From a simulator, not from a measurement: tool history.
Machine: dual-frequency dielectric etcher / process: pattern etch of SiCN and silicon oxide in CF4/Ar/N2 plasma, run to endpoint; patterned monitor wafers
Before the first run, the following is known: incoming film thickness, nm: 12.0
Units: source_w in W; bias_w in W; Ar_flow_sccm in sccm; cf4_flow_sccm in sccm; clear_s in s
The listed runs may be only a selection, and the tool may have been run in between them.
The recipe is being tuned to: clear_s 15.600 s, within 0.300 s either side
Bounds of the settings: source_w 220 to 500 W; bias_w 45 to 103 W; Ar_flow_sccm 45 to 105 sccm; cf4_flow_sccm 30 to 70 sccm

| run | hour | source_w | bias_w | Ar_flow_sccm | cf4_flow_sccm | clear_s |
|---|---|---|---|---|---|---|
| 1 | 0.0 | 360 | 74 | 75 | 50 | 17.849 |
| 2 | 3.4 | 370 | 74 | 75 | 50 | 17.628 |
| 3 | 5.7 | 370 | 74 | 75 | 53 | 17.407 |
| 4 | 8.8 | 380 | 74 | 75 | 53 | 16.901 |
| 5 | 12.3 | 380 | 74 | 64 | 53 | 16.456 |
| 6 | 15.9 | 380 | 74 | 71 | 53 | 16.684 |
| 7 | 19.4 | 390 | 74 | 71 | 53 | 16.370 |
| 8 | 22.5 | 400 | 74 | 71 | 53 | 15.908 |

Of the 5 settings listed for the next run, only one would bring every result within its allowed miss of target. Which one?
| A | 25.6 | 400 | 67 | 64 | 51 | ? |
| B | 25.6 | 390 | 74 | 68 | 52 | ? |
| C | 25.6 | 360 | 92 | 79 | 60 | ? |
| D | 25.6 | 420 | 83 | 92 | 50 | ? |
| E | 25.6 | 420 | 69 | 85 | 50 | ? |

| move | clear_s |
|---|---|
| A | 16.471 |
| B | 16.408 |
| C | 16.304 |
| D | 15.661 |
| E | 16.460 |
A: lands further from the targets than the last run did
B: lands further from the targets than the last run did
C: lands further from the targets than the last run did
D: every result within its allowed miss
E: lands further from the targets than the last run did
Go with D: it meets all targets.

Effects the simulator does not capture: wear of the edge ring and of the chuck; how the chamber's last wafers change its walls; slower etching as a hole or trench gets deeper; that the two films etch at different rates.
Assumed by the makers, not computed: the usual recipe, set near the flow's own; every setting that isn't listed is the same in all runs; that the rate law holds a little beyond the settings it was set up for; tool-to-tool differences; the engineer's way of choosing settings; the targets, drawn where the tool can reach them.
